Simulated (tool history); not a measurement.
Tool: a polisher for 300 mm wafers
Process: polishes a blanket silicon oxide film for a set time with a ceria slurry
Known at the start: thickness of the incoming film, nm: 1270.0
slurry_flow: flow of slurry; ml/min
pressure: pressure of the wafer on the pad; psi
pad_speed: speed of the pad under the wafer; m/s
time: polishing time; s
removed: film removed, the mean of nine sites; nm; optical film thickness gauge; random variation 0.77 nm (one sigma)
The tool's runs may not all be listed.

| run | day | slurry_flow | pressure | pad_speed | time | removed |
|---|---|---|---|---|---|---|
| 1 | 0.000 | 155 | 3.6 | 0.94 | 36 | 141.240 |
| 2 | 0.038 | 155 | 3.2 | 0.90 | 36 | 122.160 |
| 3 | 0.354 | 155 | 2.9 | 0.86 | 36 | 105.110 |
| 4 | 0.571 | 155 | 2.6 | 0.84 | 36 | 93.738 |
| 5 | 0.946 | 155 | 3.4 | 0.84 | 36 | 120.370 |
| 6 | 1.183 | 155 | 3.4 | 0.84 | 36 | 119.870 |
| 7 | 1.538 | 155 | 3.0 | 0.82 | 36 | 105.080 |
| 8 | 1.900 | 155 | 2.7 | 0.80 | 36 | 92.107 |
| 9 | 2.154 | 155 | 2.5 | 0.80 | 36 | 84.875 |
| 10 | 2.475 | 155 | 2.3 | 0.80 | 36 | 78.249 |
| 11 | 2.596 | 150 | 1.6 | 0.78 | 36 | 55.095 |
| 12 | 2.912 | 155 | 1.6 | 0.78 | 36 | 56.176 |

Forecast run 13:
| 13 | 3.283 | 160 | 1.6 | 0.78 | 36 | ? |

Run 13 gave removed 55.688 nm.
